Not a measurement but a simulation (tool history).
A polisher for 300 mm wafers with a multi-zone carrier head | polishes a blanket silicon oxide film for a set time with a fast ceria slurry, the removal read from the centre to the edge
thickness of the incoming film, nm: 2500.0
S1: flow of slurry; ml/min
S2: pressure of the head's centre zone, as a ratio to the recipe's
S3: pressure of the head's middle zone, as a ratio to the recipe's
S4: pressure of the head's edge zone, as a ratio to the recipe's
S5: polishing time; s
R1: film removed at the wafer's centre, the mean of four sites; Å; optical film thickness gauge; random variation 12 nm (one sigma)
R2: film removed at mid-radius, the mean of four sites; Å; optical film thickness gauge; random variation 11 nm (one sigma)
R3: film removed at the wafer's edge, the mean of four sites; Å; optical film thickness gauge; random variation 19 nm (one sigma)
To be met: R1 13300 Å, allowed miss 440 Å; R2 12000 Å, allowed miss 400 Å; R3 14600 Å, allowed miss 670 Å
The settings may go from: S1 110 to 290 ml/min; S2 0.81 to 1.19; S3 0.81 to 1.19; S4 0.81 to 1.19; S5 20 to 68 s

| run | hour | S1 | S2 | S3 | S4 | S5 | R1 | R2 | R3 |
|---|---|---|---|---|---|---|---|---|---|
| 1 | 0 | 185 | 1 | 1 | 1 | 44 | 9125.8 | 9201.1 | 9267.7 |
| 2 | 9 | 185 | 1 | 0.98 | 1.03 | 46 | 9401.1 | 9464.4 | 10015 |
| 3 | 9.8 | 190 | 1.02 | 0.98 | 1.05 | 48 | 9967.6 | 9985.2 | 10310 |
| 4 | 13.1 | 185 | 1.02 | 0.96 | 1.06 | 50 | 10423 | 10224 | 10982 |
| 5 | 19.1 | 185 | 1.03 | 0.95 | 1.07 | 52 | 11227 | 10639 | 11471 |
| 6 | 24.4 | 185 | 1.03 | 1.02 | 1.07 | 52 | 10905 | 11062 | 11480 |
| 7 | 29.3 | 185 | 1.03 | 1 | 1.09 | 53 | 11332 | 11271 | 11753 |
| 8 | 37.1 | 185 | 1.03 | 0.98 | 1.1 | 54 | 11436 | 11256 | 11810 |
| 9 | 42.9 | 180 | 1.02 | 0.95 | 1.11 | 56 | 11824 | 11316 | 12621 |
| 10 | 43.5 | 185 | 1.02 | 0.94 | 1.12 | 57 | 12122 | 11525 | 12899 |
| 11 | 49.9 | 185 | 1.02 | 0.93 | 1.13 | 58 | 12133 | 11687 | 13001 |
| 12 | 54.2 | 180 | 1.02 | 0.92 | 1.14 | 59 | 12168 | 11687 | 13467 |
| 13 | 56.2 | 180 | 1.02 | 0.91 | 1.15 | 59 | 12241 | 11789 | 13390 |
| 14 | 64.2 | 180 | 1.02 | 0.9 | 1.15 | 60 | 12733 | 11592 | 13648 |

Which of these 5 next moves meets every target?
| A | 72.2 | 185 | 1.07 | 0.84 | 1.16 | 64 | ? | ? | ? |
| B | 72.2 | 175 | 0.94 | 0.93 | 1.17 | 64 | ? | ? | ? |
| C | 72.2 | 285 | 0.98 | 0.81 | 1.1 | 63 | ? | ? | ? |
| D | 72.2 | 200 | 1.17 | 0.88 | 1.07 | 56 | ? | ? | ? |
| E | 72.2 | 240 | 1.1 | 1.01 | 0.99 | 61 | ? | ? | ? |

| move | R1 | R2 | R3 |
|---|---|---|---|
| A | 13949 | 11868 | 14603 |
| B | 12178 | 12630 | 14599 |
| C | 13113 | 11862 | 14394 |
| D | 13466 | 10776 | 12323 |
| E | 14049 | 13091 | 13060 |
A: brings the result that was furthest off to its target, and leaves another outside
B: brings the result that was furthest off to its target, and leaves another outside
C: meets every target
D: further off than the last run
E: further off than the last run
The right move is C.
